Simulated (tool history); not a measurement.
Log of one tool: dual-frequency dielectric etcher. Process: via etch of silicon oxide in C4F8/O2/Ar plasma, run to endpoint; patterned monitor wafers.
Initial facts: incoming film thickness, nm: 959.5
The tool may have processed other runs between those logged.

run 1 hour=0.0 | source_power_(kW)=2.590 bias_power_(kW)=1.536 | endpoint_time_(s)=189.57
run 2 hour=8.0 | source_power_(kW)=2.300 bias_power_(kW)=1.536 | endpoint_time_(s)=207.05
run 3 hour=14.7 | source_power_(kW)=2.020 bias_power_(kW)=1.536 | endpoint_time_(s)=228.54
run 4 hour=15.5 | source_power_(kW)=2.350 bias_power_(kW)=1.570 | endpoint_time_(s)=203.83
run 5 hour=22.2 | source_power_(kW)=2.350 bias_power_(kW)=1.365 | endpoint_time_(s)=209.21
run 6 hour=23.7 | source_power_(kW)=2.610 bias_power_(kW)=1.394 | endpoint_time_(s)=192.74

Run 7, settings as shown, results not yet in. Your forecast:
run 7 hour=28.9 | source_power_(kW)=2.780 bias_power_(kW)=1.414 | endpoint_time_(s)=?

{"run 7": {"endpoint time (s)": 184.52}}

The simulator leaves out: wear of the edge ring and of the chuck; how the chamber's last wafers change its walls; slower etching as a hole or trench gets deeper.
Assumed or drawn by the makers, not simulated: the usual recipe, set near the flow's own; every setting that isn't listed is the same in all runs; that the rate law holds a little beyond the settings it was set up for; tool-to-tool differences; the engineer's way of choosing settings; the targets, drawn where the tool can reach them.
